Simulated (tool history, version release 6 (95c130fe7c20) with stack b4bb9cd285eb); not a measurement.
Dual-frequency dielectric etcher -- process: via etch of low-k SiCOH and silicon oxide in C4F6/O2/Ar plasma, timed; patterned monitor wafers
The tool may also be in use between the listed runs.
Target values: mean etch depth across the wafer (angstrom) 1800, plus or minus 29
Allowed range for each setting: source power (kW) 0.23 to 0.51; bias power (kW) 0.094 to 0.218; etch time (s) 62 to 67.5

| run | hour | source power (kW) | bias power (kW) | etch time (s) | mean etch depth across the wafer (angstrom) |
|---|---|---|---|---|---|
| 1 | 0 | 0.37 | 0.156 | 67.5 | 1685.5 |
| 2 | 1.4 | 0.37 | 0.156 | 67.5 | 1699.2 |
| 3 | 6.3 | 0.38 | 0.157 | 67.5 | 1704.2 |
| 4 | 8.1 | 0.39 | 0.158 | 67.5 | 1749.7 |
| 5 | 10.2 | 0.39 | 0.135 | 67.5 | 1651.9 |
| 6 | 12.7 | 0.41 | 0.136 | 67.5 | 1675.9 |
| 7 | 16.3 | 0.43 | 0.137 | 67.5 | 1716.2 |
| 8 | 22.7 | 0.44 | 0.138 | 67.5 | 1749.9 |
| 9 | 23.3 | 0.45 | 0.138 | 67.5 | 1757.6 |

Which single option among these 4 for the next run brings every result within its allowed miss of target? Just one does.
| A | 23.9 | 0.47 | 0.123 | 67.5 | ? |
| B | 23.9 | 0.48 | 0.146 | 66 | ? |
| C | 23.9 | 0.48 | 0.152 | 62 | ? |
| D | 23.9 | 0.47 | 0.128 | 64.5 | ? |

| move | mean etch depth across the wafer (angstrom) |
|---|---|
| A | 1731.1 |
| B | 1792.6 |
| C | 1704.1 |
| D | 1672.9 |
A: its largest miss is bigger than the last run's
B: every result within its allowed miss
C: its largest miss is bigger than the last run's
D: its largest miss is bigger than the last run's
B meets every target.
